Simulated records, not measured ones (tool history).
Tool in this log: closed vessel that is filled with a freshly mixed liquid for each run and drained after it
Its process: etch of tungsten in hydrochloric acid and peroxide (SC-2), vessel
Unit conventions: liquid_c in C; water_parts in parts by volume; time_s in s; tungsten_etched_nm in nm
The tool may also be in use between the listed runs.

run 1 hour=0.0 | liquid_c=65.0 water_parts=5.0 time_s=30 | tungsten_etched_nm=25.721
run 2 hour=4.7 | liquid_c=65.0 water_parts=5.5 time_s=30 | tungsten_etched_nm=24.078
run 3 hour=6.0 | liquid_c=64.5 water_parts=5.5 time_s=30 | tungsten_etched_nm=23.393
run 4 hour=9.4 | liquid_c=70.0 water_parts=5.5 time_s=30 | tungsten_etched_nm=32.361
run 5 hour=15.8 | liquid_c=68.0 water_parts=5.5 time_s=30 | tungsten_etched_nm=28.919
run 6 hour=23.4 | liquid_c=66.5 water_parts=5.5 time_s=30 | tungsten_etched_nm=26.236
run 7 hour=30.8 | liquid_c=65.5 water_parts=5.5 time_s=30 | tungsten_etched_nm=25.000
run 8 hour=36.3 | liquid_c=64.5 water_parts=5.5 time_s=30 | tungsten_etched_nm=23.236
run 9 hour=44.0 | liquid_c=64.0 water_parts=5.5 time_s=30 | tungsten_etched_nm=22.706

Run 10 comes next. What will it give?
run 10 hour=49.8 | liquid_c=63.5 water_parts=5.5 time_s=30 | tungsten_etched_nm=?

tungsten_etched_nm: 22.057 nm
